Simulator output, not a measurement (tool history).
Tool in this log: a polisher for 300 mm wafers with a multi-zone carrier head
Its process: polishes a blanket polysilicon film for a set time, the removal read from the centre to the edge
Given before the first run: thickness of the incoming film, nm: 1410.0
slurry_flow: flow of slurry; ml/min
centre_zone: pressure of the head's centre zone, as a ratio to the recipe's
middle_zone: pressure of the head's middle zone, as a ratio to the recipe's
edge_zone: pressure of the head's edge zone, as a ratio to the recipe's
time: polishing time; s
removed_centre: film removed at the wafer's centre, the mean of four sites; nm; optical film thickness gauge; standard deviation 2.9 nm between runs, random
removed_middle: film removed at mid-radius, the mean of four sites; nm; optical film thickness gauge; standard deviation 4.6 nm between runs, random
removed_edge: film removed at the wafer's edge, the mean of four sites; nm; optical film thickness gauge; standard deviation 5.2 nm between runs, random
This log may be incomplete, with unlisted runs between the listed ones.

run 1 hour=0.0 | slurry_flow=205 centre_zone=1.00 middle_zone=1.00 edge_zone=1.00 time=57 | removed_centre=466.44 removed_middle=470.03 removed_edge=459.25
run 2 hour=2.9 | slurry_flow=200 centre_zone=0.97 middle_zone=0.99 edge_zone=1.00 time=56 | removed_centre=432.03 removed_middle=453.47 removed_edge=449.89
run 3 hour=10.1 | slurry_flow=175 centre_zone=0.97 middle_zone=0.99 edge_zone=1.00 time=56 | removed_centre=433.93 removed_middle=455.35 removed_edge=461.79
run 4 hour=17.9 | slurry_flow=130 centre_zone=0.97 middle_zone=0.99 edge_zone=1.00 time=56 | removed_centre=422.10 removed_middle=446.68 removed_edge=434.25
run 5 hour=21.8 | slurry_flow=130 centre_zone=0.95 middle_zone=0.98 edge_zone=0.99 time=55 | removed_centre=400.35 removed_middle=417.78 removed_edge=414.95
run 6 hour=26.8 | slurry_flow=130 centre_zone=0.93 middle_zone=0.98 edge_zone=0.99 time=55 | removed_centre=400.62 removed_middle=427.62 removed_edge=430.05
run 7 hour=34.0 | slurry_flow=130 centre_zone=0.91 middle_zone=0.99 edge_zone=0.99 time=54 | removed_centre=382.63 removed_middle=420.36 removed_edge=423.03
run 8 hour=39.2 | slurry_flow=130 centre_zone=0.90 middle_zone=0.99 edge_zone=0.99 time=53 | removed_centre=362.28 removed_middle=405.51 removed_edge=415.72
run 9 hour=40.5 | slurry_flow=130 centre_zone=0.89 middle_zone=0.99 edge_zone=0.98 time=53 | removed_centre=364.95 removed_middle=421.31 removed_edge=402.26
run 10 hour=48.6 | slurry_flow=130 centre_zone=0.88 middle_zone=0.98 edge_zone=0.98 time=53 | removed_centre=358.11 removed_middle=414.58 removed_edge=406.45
run 11 hour=55.6 | slurry_flow=130 centre_zone=0.87 middle_zone=0.97 edge_zone=0.98 time=53 | removed_centre=354.81 removed_middle=417.78 removed_edge=407.56
run 12 hour=60.4 | slurry_flow=130 centre_zone=0.87 middle_zone=0.96 edge_zone=0.99 time=52 | removed_centre=346.41 removed_middle=401.65 removed_edge=411.11

Estimate the outcome of run 13 from the log above:
run 13 hour=62.3 | slurry_flow=130 centre_zone=0.86 middle_zone=0.96 edge_zone=0.99 time=52 | removed_centre=? removed_middle=? removed_edge=?

Run 13 gave removed_centre 346.31 nm, removed_middle 398.46 nm, removed_edge 415.27 nm.
